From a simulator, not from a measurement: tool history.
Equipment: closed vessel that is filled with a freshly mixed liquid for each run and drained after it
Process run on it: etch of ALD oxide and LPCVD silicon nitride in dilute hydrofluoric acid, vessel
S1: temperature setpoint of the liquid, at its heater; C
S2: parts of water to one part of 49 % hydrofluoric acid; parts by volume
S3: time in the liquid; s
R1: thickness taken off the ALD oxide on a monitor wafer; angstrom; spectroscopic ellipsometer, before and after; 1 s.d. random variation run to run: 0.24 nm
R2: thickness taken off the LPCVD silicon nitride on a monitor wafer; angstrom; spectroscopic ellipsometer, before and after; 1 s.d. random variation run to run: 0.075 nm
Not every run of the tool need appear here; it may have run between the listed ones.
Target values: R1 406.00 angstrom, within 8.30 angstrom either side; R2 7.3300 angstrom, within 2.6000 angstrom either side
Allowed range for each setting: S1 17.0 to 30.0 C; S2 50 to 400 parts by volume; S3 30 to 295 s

| run | hour | S1 | S2 | S3 | R1 | R2 |
|---|---|---|---|---|---|---|
| 1 | 0.0 | 22.0 | 225 | 150 | 153.80 | 2.8277 |
| 2 | 5.0 | 18.5 | 225 | 150 | 134.15 | 2.5021 |
| 3 | 6.3 | 18.5 | 225 | 185 | 165.56 | 2.1786 |
| 4 | 9.3 | 20.5 | 210 | 185 | 193.75 | 2.8787 |
| 5 | 14.7 | 22.0 | 195 | 185 | 224.45 | 4.2916 |
| 6 | 19.4 | 22.0 | 195 | 230 | 280.30 | 4.8779 |
| 7 | 26.6 | 23.0 | 190 | 230 | 299.66 | 5.0156 |
| 8 | 29.9 | 24.0 | 185 | 230 | 316.57 | 6.3621 |
|  | 33.5 | hydrofluoric acid flow meter replaced |
| 9 | 33.5 | 25.5 | 140 | 230 | 531.77 | 9.2534 |
| 10 | 41.5 | 24.5 | 140 | 230 | 511.34 | 8.9309 |
| 11 | 47.6 | 23.5 | 140 | 230 | 494.31 | 8.7374 |
| 12 | 51.9 | 22.5 | 140 | 230 | 471.62 | 8.5964 |
| 13 | 56.6 | 21.5 | 140 | 230 | 452.13 | 6.5619 |
| 14 | 63.3 | 21.5 | 145 | 230 | 436.53 | 7.0932 |
| 15 | 64.8 | 21.0 | 145 | 230 | 426.02 | 6.3607 |

Of the 5 settings listed for the next run, only one would bring every result within its allowed miss of target. Which one?
| A | 66.3 | 25.5 | 135 | 170 | ? | ? |
| B | 66.3 | 17.5 | 130 | 250 | ? | ? |
| C | 66.3 | 23.5 | 130 | 185 | ? | ? |
| D | 66.3 | 24.5 | 165 | 215 | ? | ? |
| E | 66.3 | 23.0 | 135 | 200 | ? | ? |

| move | R1 | R2 |
|---|---|---|
| A | 409.08 | 6.6433 |
| B | 457.41 | 5.9602 |
| C | 430.56 | 6.5939 |
| D | 393.51 | 6.4570 |
| E | 437.06 | 6.6471 |
A: every result lands within tolerance
B: misses by more than the last run did
C: misses by more than the last run did
D: the result that was furthest off in the last run now lies on the other side of its target
E: misses by more than the last run did
Answer: A
